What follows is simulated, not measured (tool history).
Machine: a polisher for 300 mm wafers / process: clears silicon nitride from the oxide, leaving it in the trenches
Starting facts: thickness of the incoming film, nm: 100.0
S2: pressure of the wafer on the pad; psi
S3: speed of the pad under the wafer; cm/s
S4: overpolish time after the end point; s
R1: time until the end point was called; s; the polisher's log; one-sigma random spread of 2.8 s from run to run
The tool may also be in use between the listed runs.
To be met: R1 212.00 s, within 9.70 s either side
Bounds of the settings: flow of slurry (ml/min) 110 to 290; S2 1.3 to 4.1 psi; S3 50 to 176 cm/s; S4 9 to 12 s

{"run": 1, "hour": 0.0, "flow of slurry (ml/min)": 185, "S2": 2.7, "S3": 112, "S4": 12, "R1": 93.03}
{"run": 2, "hour": 8.1, "flow of slurry (ml/min)": 185, "S2": 2.7, "S3": 86, "S4": 12, "R1": 114.23}
{"run": 3, "hour": 16.8, "flow of slurry (ml/min)": 155, "S2": 2.7, "S3": 86, "S4": 12, "R1": 119.82}
{"run": 4, "hour": 25.2, "flow of slurry (ml/min)": 155, "S2": 2.5, "S3": 86, "S4": 12, "R1": 124.82}
{"run": 5, "hour": 28.7, "flow of slurry (ml/min)": 155, "S2": 2.1, "S3": 86, "S4": 12, "R1": 151.45}
{"run": 6, "hour": 31.0, "flow of slurry (ml/min)": 155, "S2": 2.0, "S3": 86, "S4": 12, "R1": 156.3}
{"run": 7, "hour": 38.5, "flow of slurry (ml/min)": 155, "S2": 1.9, "S3": 86, "S4": 12, "R1": 158.74}
{"run": 8, "hour": 47.2, "flow of slurry (ml/min)": 150, "S2": 1.3, "S3": 74, "S4": 12, "R1": 261.71}
{"run": 9, "hour": 50.9, "flow of slurry (ml/min)": 150, "S2": 1.5, "S3": 74, "S4": 12, "R1": 224.46}

Next run, 4 choices. One meets every target within its allowed miss, the rest don't. Which?
{"run": "A", "hour": 54.6, "flow of slurry (ml/min)": 160, "S2": 1.4, "S3": 88, "S4": 12, "R1": "?"}
{"run": "B", "hour": 54.6, "flow of slurry (ml/min)": 165, "S2": 1.5, "S3": 60, "S4": 9, "R1": "?"}
{"run": "C", "hour": 54.6, "flow of slurry (ml/min)": 115, "S2": 1.6, "S3": 64, "S4": 12, "R1": "?"}
{"run": "D", "hour": 54.6, "flow of slurry (ml/min)": 125, "S2": 1.5, "S3": 78, "S4": 12, "R1": "?"}

move=A R1=217.71
move=B R1=265.89
move=C R1=254.50
move=D R1=232.01
A: all results in spec
B: moves away from the targets compared with the last run
C: moves away from the targets compared with the last run
D: moves away from the targets compared with the last run
The right move is A.
